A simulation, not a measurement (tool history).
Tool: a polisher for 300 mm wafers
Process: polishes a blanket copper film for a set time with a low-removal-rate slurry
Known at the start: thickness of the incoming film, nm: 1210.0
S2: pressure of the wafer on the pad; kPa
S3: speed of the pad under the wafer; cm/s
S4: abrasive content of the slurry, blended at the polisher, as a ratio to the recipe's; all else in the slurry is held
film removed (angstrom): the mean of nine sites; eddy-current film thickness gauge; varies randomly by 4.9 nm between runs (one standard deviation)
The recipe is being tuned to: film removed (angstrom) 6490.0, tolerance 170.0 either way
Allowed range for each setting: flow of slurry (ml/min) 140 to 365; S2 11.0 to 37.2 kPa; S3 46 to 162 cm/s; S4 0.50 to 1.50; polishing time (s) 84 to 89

{"run": 1, "hour": 0.0, "flow of slurry (ml/min)": 235, "S2": 24.1, "S3": 104, "S4": 1.0, "polishing time (s)": 84, "film removed (angstrom)": 3020.0}
{"run": 2, "hour": 4.6, "flow of slurry (ml/min)": 240, "S2": 26.2, "S3": 108, "S4": 1.0, "polishing time (s)": 84, "film removed (angstrom)": 3470.1}
{"run": 3, "hour": 8.6, "flow of slurry (ml/min)": 240, "S2": 26.2, "S3": 108, "S4": 1.2, "polishing time (s)": 84, "film removed (angstrom)": 3502.7}
{"run": 4, "hour": 11.3, "flow of slurry (ml/min)": 240, "S2": 26.2, "S3": 96, "S4": 1.2, "polishing time (s)": 84, "film removed (angstrom)": 3145.8}
{"run": 5, "hour": 17.2, "flow of slurry (ml/min)": 240, "S2": 22.8, "S3": 96, "S4": 1.2, "polishing time (s)": 84, "film removed (angstrom)": 2775.9}
{"run": 6, "hour": 20.0, "flow of slurry (ml/min)": 240, "S2": 22.8, "S3": 116, "S4": 1.2, "polishing time (s)": 84, "film removed (angstrom)": 3333.4}
{"run": 7, "hour": 21.8, "flow of slurry (ml/min)": 245, "S2": 24.8, "S3": 118, "S4": 1.2, "polishing time (s)": 84, "film removed (angstrom)": 3647.0}
{"hour": 30.2, "done": "worn pad replaced by a new one"}
{"run": 8, "hour": 30.2, "flow of slurry (ml/min)": 245, "S2": 26.9, "S3": 120, "S4": 1.2, "polishing time (s)": 84, "film removed (angstrom)": 4580.6}
{"run": 9, "hour": 35.2, "flow of slurry (ml/min)": 265, "S2": 32.4, "S3": 120, "S4": 1.2, "polishing time (s)": 84, "film removed (angstrom)": 5453.8}
{"run": 10, "hour": 37.4, "flow of slurry (ml/min)": 265, "S2": 33.1, "S3": 120, "S4": 1.2, "polishing time (s)": 84, "film removed (angstrom)": 5572.4}
{"run": 11, "hour": 39.3, "flow of slurry (ml/min)": 265, "S2": 33.8, "S3": 120, "S4": 1.2, "polishing time (s)": 84, "film removed (angstrom)": 5713.2}
{"run": 12, "hour": 47.0, "flow of slurry (ml/min)": 265, "S2": 34.5, "S3": 120, "S4": 1.2, "polishing time (s)": 84, "film removed (angstrom)": 5879.8}
{"run": 13, "hour": 49.0, "flow of slurry (ml/min)": 265, "S2": 35.2, "S3": 120, "S4": 1.2, "polishing time (s)": 84, "film removed (angstrom)": 5925.5}
{"run": 14, "hour": 54.6, "flow of slurry (ml/min)": 275, "S2": 35.2, "S3": 120, "S4": 1.2, "polishing time (s)": 84, "film removed (angstrom)": 5959.3}
{"run": 15, "hour": 57.2, "flow of slurry (ml/min)": 275, "S2": 36.5, "S3": 120, "S4": 1.2, "polishing time (s)": 84, "film removed (angstrom)": 6182.9}

Exactly one of the 5 candidate moves below puts every result within its allowed miss. Which one?
{"run": "A", "hour": 59.8, "flow of slurry (ml/min)": 250, "S2": 37.2, "S3": 116, "S4": 1.4, "polishing time (s)": 88, "film removed (angstrom)": "?"}
{"run": "B", "hour": 59.8, "flow of slurry (ml/min)": 305, "S2": 36.5, "S3": 106, "S4": 1.2, "polishing time (s)": 86, "film removed (angstrom)": "?"}
{"run": "C", "hour": 59.8, "flow of slurry (ml/min)": 270, "S2": 35.9, "S3": 120, "S4": 1.2, "polishing time (s)": 85, "film removed (angstrom)": "?"}
{"run": "D", "hour": 59.8, "flow of slurry (ml/min)": 305, "S2": 33.1, "S3": 120, "S4": 1.15, "polishing time (s)": 89, "film removed (angstrom)": "?"}
{"run": "E", "hour": 59.8, "flow of slurry (ml/min)": 320, "S2": 33.8, "S3": 118, "S4": 1.3, "polishing time (s)": 84, "film removed (angstrom)": "?"}

move=A film_removed_(angstrom)=6452.1
move=B film_removed_(angstrom)=5670.9
move=C film_removed_(angstrom)=6091.4
move=D film_removed_(angstrom)=5928.4
move=E film_removed_(angstrom)=5759.9
A: in spec on every target
B: moves away from the targets compared with the last run
C: moves away from the targets compared with the last run
D: moves away from the targets compared with the last run
E: moves away from the targets compared with the last run
The move that meets every target is A.
